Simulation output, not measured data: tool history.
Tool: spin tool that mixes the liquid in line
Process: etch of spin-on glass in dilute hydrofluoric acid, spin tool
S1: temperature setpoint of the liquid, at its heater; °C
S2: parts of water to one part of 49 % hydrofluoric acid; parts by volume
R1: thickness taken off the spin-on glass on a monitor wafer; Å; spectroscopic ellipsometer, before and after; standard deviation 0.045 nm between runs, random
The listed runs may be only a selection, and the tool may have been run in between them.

{"run": 1, "hour": 0.0, "S1": 23.0, "S2": 190, "time under the liquid (s)": 50, "R1": 84.601}
{"run": 2, "hour": 4.3, "S1": 22.0, "S2": 190, "time under the liquid (s)": 50, "R1": 79.706}
{"run": 3, "hour": 11.8, "S1": 22.0, "S2": 160, "time under the liquid (s)": 50, "R1": 97.974}
{"run": 4, "hour": 15.5, "S1": 21.0, "S2": 165, "time under the liquid (s)": 50, "R1": 91.725}
{"run": 5, "hour": 20.4, "S1": 20.5, "S2": 170, "time under the liquid (s)": 50, "R1": 86.319}
{"run": 6, "hour": 24.9, "S1": 20.0, "S2": 175, "time under the liquid (s)": 50, "R1": 81.7}

Expected results for the next run?
{"run": 7, "hour": 27.1, "S1": 19.5, "S2": 175, "time under the liquid (s)": 50, "R1": "?"}

Logged for run 7: R1 80.716 Å.

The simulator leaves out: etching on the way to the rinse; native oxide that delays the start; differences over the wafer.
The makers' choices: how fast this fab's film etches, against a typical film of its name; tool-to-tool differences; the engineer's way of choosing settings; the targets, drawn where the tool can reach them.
